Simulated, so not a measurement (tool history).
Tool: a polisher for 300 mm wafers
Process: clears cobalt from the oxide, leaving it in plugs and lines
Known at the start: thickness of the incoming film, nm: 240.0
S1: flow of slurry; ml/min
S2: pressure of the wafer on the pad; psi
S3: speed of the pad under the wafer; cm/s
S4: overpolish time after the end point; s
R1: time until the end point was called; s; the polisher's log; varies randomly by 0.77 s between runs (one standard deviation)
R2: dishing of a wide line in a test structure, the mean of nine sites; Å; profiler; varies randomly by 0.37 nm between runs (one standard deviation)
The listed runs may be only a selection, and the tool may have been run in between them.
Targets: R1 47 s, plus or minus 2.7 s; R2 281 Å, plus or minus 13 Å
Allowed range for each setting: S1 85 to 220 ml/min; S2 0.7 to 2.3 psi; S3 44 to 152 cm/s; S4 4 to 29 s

run	day	S1	S2	S3	S4	R1	R2
1	0	140	1.5	98	15	71.319	424.27
2	0.312	145	1.6	98	11	66.623	350.41
3	0.404	145	1.6	90	11	73.293	322.56
4	0.688	145	1.5	90	11	76.119	310.03
5	1.054	170	1.7	90	9	69.486	294.55
6	1.379	170	1.7	90	4	67.199	138.2
7	1.417	170	1.8	94	5	60.999	189.22
8	1.546	195	2.2	96	5	51.918	220.06
9	1.904	195	2.2	100	6	49.528	263.43

4 candidate next runs follow, results not yet known. Just one meets every target within its allowed miss. Identify it.
A	2.262	210	2.3	114	5	?	?
B	2.262	210	2.3	102	5	?	?
C	2.262	170	2.3	96	7	?	?
D	2.262	220	2.3	102	6	?	?

move	R1	R2
A	42.97	259.57
B	47.879	236.06
C	52.37	292.72
D	47.598	278.3
A: lands further from the targets than the last run did
B: lands further from the targets than the last run did
C: meets the target for the result that was furthest off, but another lies outside its allowed miss
D: hits every target within its allowed miss
The right move is D.
